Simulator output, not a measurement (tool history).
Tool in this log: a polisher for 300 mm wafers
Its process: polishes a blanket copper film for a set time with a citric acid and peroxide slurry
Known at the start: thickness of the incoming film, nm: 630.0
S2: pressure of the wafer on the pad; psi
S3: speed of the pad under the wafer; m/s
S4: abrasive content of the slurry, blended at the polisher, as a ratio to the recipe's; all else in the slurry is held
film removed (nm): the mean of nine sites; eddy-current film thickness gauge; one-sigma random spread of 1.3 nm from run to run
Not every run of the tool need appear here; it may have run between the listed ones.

Run 1, hour 0: flow of slurry (ml/min) 235, S2 4.1 psi, S3 1.06 m/s, S4 1, polishing time (s) 71. Result: film removed (nm) 204.2.
Run 2, hour 3.2: flow of slurry (ml/min) 180, S2 4.1 psi, S3 1.06 m/s, S4 1, polishing time (s) 71. Result: film removed (nm) 196.71.
Run 3, hour 7.2: flow of slurry (ml/min) 180, S2 5 psi, S3 1.06 m/s, S4 1, polishing time (s) 71. Result: film removed (nm) 226.12.
Run 4, hour 14.6: flow of slurry (ml/min) 180, S2 5 psi, S3 1.24 m/s, S4 1, polishing time (s) 71. Result: film removed (nm) 268.1.
Run 5, hour 18.5: flow of slurry (ml/min) 175, S2 4.3 psi, S3 1.16 m/s, S4 1, polishing time (s) 71. Result: film removed (nm) 222.93.
Run 6, hour 20: flow of slurry (ml/min) 175, S2 4.3 psi, S3 1.16 m/s, S4 1.1, polishing time (s) 71. Result: film removed (nm) 224.25.
Run 7, hour 28.2: flow of slurry (ml/min) 170, S2 3.8 psi, S3 1.1 m/s, S4 1.1, polishing time (s) 71. Result: film removed (nm) 196.29.
Run 8, hour 36.7: flow of slurry (ml/min) 170, S2 3.4 psi, S3 1.06 m/s, S4 1.1, polishing time (s) 71. Result: film removed (nm) 172.84.
Run 9, hour 38.2: flow of slurry (ml/min) 170, S2 3.1 psi, S3 1.04 m/s, S4 1.1, polishing time (s) 71. Result: film removed (nm) 159.56.

Predict the results of run 10:
Run 10, hour 41.7: flow of slurry (ml/min) 170, S2 2.8 psi, S3 1.02 m/s, S4 1.1, polishing time (s) 71. Result: film removed (nm) ?.

film removed (nm): 149.98
